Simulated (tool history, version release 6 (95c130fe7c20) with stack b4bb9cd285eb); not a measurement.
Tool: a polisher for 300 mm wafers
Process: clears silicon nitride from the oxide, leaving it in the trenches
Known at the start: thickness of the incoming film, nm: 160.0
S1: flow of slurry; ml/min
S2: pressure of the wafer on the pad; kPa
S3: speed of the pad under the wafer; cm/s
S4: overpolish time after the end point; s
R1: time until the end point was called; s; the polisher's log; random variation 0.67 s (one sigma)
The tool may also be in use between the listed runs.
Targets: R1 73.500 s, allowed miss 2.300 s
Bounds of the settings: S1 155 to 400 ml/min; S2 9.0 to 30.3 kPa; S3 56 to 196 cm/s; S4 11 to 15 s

Run 1, hour 0.0: S1 255 ml/min, S2 19.3 kPa, S3 126 cm/s, S4 15 s. Result: R1 114.720 s.
Run 2, hour 2.1: S1 255 ml/min, S2 23.4 kPa, S3 126 cm/s, S4 15 s. Result: R1 95.747 s.
Run 3, hour 7.9: S1 255 ml/min, S2 23.4 kPa, S3 102 cm/s, S4 15 s. Result: R1 114.070 s.
Run 4, hour 13.7: S1 255 ml/min, S2 24.8 kPa, S3 106 cm/s, S4 15 s. Result: R1 106.990 s.
At hour 19.9: slurry nozzle cleaned.
Run 5, hour 19.9: S1 260 ml/min, S2 26.2 kPa, S3 110 cm/s, S4 15 s. Result: R1 97.291 s.
Run 6, hour 23.1: S1 260 ml/min, S2 26.9 kPa, S3 114 cm/s, S4 15 s. Result: R1 89.978 s.
Run 7, hour 28.0: S1 260 ml/min, S2 27.6 kPa, S3 116 cm/s, S4 15 s. Result: R1 87.320 s.
Run 8, hour 33.7: S1 260 ml/min, S2 28.3 kPa, S3 118 cm/s, S4 15 s. Result: R1 83.593 s.
Run 9, hour 41.9: S1 260 ml/min, S2 29.0 kPa, S3 120 cm/s, S4 15 s. Result: R1 80.452 s.
Run 10, hour 46.9: S1 260 ml/min, S2 29.0 kPa, S3 122 cm/s, S4 15 s. Result: R1 78.137 s.
Run 11, hour 54.8: S1 260 ml/min, S2 29.6 kPa, S3 122 cm/s, S4 15 s. Result: R1 76.667 s.

Which of these 5 next moves meets every target?
Run A, hour 62.7: S1 270 ml/min, S2 29.6 kPa, S3 128 cm/s, S4 13 s. Result: R1 ?.
Run B, hour 62.7: S1 245 ml/min, S2 26.9 kPa, S3 130 cm/s, S4 12 s. Result: R1 ?.
Run C, hour 62.7: S1 250 ml/min, S2 29.6 kPa, S3 116 cm/s, S4 15 s. Result: R1 ?.
Run D, hour 62.7: S1 210 ml/min, S2 30.3 kPa, S3 118 cm/s, S4 15 s. Result: R1 ?.
Run E, hour 62.7: S1 320 ml/min, S2 30.3 kPa, S3 114 cm/s, S4 15 s. Result: R1 ?.

move      R1
   A  72.217
   B  78.764
   C  79.836
   D  77.656
   E  78.165
A: meets every target
B: further off than the last run
C: further off than the last run
D: further off than the last run
E: further off than the last run
Move A is the one to make.
